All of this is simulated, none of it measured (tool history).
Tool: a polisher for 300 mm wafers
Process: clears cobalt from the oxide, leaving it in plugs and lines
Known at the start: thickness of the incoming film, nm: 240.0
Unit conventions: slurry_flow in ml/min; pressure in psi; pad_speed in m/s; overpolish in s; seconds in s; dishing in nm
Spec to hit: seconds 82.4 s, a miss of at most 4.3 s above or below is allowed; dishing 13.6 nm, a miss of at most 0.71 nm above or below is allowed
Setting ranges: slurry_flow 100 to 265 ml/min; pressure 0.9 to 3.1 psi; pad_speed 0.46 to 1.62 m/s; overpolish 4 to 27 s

run,hour,slurry_flow,pressure,pad_speed,overpolish,seconds,dishing
1,0,170,2,1.04,14,40.328,13.597
2,4.2,170,1.9,1.02,14,42.821,13.48
3,9.5,170,1.8,1,15,46.124,13.833
4,17,170,1.7,0.98,14,48.059,13.836
5,20.2,170,1.3,0.98,14,59.143,13.527
6,25.4,170,1.3,0.96,14,57.651,13.616
7,33.9,170,1.3,0.94,14,59.761,13.735
8,42.3,165,0.9,0.8,11,90.959,11.643
9,46.9,165,0.9,0.8,12,91.478,12.5

Which single option among these 5 for the next run brings every result within its allowed miss of target? Just one does.
A,51.5,145,1.4,0.7,9,?,?
B,51.5,170,1.3,0.72,9,?,?
C,51.5,170,0.9,0.86,11,?,?
D,51.5,185,0.9,0.8,9,?,?
E,51.5,230,1.4,0.62,16,?,?

move,seconds,dishing
A,79.58,11.723
B,79.086,11.754
C,83.98,12.32
D,88.814,11.277
E,83.056,13.43
A: corrects the largest miss of the last run, while another result sits out of spec
B: corrects the largest miss of the last run, while another result sits out of spec
C: corrects the largest miss of the last run, while another result sits out of spec
D: misses by more than the last run did
E: meets every target
The right move is E.

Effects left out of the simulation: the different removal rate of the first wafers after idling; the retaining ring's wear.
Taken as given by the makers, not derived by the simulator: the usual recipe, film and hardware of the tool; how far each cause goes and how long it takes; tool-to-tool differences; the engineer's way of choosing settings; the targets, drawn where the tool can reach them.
